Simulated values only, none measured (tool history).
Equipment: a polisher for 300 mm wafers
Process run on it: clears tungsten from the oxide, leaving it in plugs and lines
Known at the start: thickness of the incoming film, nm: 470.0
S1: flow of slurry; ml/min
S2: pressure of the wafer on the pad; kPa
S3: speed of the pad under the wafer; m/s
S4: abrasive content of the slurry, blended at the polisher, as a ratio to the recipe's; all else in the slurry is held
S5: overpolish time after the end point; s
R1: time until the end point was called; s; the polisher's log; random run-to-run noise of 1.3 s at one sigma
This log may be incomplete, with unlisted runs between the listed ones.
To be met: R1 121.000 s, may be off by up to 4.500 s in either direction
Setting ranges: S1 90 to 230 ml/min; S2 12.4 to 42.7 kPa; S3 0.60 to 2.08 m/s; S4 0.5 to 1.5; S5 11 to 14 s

run  hour   S1    S2    S3   S4  S5       R1
  1   0.0  150  27.6  1.34  1.0  14   82.333
  2   5.0  150  25.5  1.34  1.0  14   87.666
  3  11.6  150  23.4  1.34  1.0  14   94.358
  4  16.7  150  23.4  1.34  1.1  14   93.429
  5  20.3  150  20.7  1.34  1.1  14  104.180
  6  29.1  150  20.0  1.34  1.1  14  107.880
  7  31.5  150  19.3  1.34  1.1  14  110.030
  8  37.4  150  18.6  1.34  1.1  14  113.110

4 next moves are on the table. One of them brings every result within its allowed miss. Which?
  A  43.3  110  20.7  1.36  1.2  11   ?
  B  43.3  190  12.4  1.76  1.1  11   ?
  C  43.3  150  18.6  1.38  1.2  14   ?
  D  43.3  165  18.6  1.40  1.1  11   ?

move       R1
   A  103.520
   B  121.530
   C  108.370
   D  107.920
A: further off than the last run
B: all results in spec
C: further off than the last run
D: further off than the last run
So the answer is move B, the one that meets all the targets.
